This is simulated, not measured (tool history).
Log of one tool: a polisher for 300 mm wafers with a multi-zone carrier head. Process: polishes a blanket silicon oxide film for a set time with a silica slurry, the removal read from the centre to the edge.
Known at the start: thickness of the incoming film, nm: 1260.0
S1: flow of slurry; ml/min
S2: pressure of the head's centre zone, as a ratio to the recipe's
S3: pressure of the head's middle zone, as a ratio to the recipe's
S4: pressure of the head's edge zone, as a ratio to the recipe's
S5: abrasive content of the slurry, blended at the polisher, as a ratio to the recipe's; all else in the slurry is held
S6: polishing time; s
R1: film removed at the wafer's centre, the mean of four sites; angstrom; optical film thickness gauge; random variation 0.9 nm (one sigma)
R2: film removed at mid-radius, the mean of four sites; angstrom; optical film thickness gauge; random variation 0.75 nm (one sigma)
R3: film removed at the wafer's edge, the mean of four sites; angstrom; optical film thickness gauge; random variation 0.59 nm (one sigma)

{"run": 1, "hour": 0.0, "S1": 310, "S2": 1.0, "S3": 1.0, "S4": 1.0, "S5": 1.0, "S6": 51, "R1": 1645.5, "R2": 1650.1, "R3": 1642.6}
{"run": 2, "hour": 1.6, "S1": 310, "S2": 1.0, "S3": 0.92, "S4": 1.0, "S5": 1.0, "S6": 51, "R1": 1636.3, "R2": 1551.5, "R3": 1650.0}
{"run": 3, "hour": 4.2, "S1": 300, "S2": 1.01, "S3": 0.9, "S4": 1.0, "S5": 0.95, "S6": 49, "R1": 1548.0, "R2": 1396.1, "R3": 1555.3}
{"run": 4, "hour": 5.4, "S1": 235, "S2": 1.01, "S3": 0.9, "S4": 1.0, "S5": 0.95, "S6": 49, "R1": 1508.2, "R2": 1376.9, "R3": 1518.7}
{"run": 5, "hour": 9.5, "S1": 235, "S2": 1.01, "S3": 0.9, "S4": 1.0, "S5": 0.95, "S6": 44, "R1": 1337.6, "R2": 1245.0, "R3": 1353.7}
{"run": 6, "hour": 15.9, "S1": 235, "S2": 1.01, "S3": 0.89, "S4": 0.99, "S5": 0.9, "S6": 43, "R1": 1298.2, "R2": 1170.7, "R3": 1283.8}
{"run": 7, "hour": 16.7, "S1": 235, "S2": 1.01, "S3": 0.88, "S4": 0.99, "S5": 0.85, "S6": 43, "R1": 1276.9, "R2": 1145.1, "R3": 1261.0}
{"run": 8, "hour": 25.4, "S1": 235, "S2": 1.01, "S3": 0.87, "S4": 1.0, "S5": 0.8, "S6": 42, "R1": 1220.6, "R2": 1094.6, "R3": 1229.7}
{"run": 9, "hour": 30.0, "S1": 235, "S2": 1.01, "S3": 0.86, "S4": 1.0, "S5": 0.75, "S6": 41, "R1": 1167.2, "R2": 1013.5, "R3": 1162.1}

Run 10 comes next. What will it give?
{"run": 10, "hour": 37.2, "S1": 235, "S2": 1.01, "S3": 0.85, "S4": 0.99, "S5": 0.7, "S6": 41, "R1": "?", "R2": "?", "R3": "?"}

{"run 10": {"R1": 1120.4, "R2": 980.29, "R3": 1120.8}}

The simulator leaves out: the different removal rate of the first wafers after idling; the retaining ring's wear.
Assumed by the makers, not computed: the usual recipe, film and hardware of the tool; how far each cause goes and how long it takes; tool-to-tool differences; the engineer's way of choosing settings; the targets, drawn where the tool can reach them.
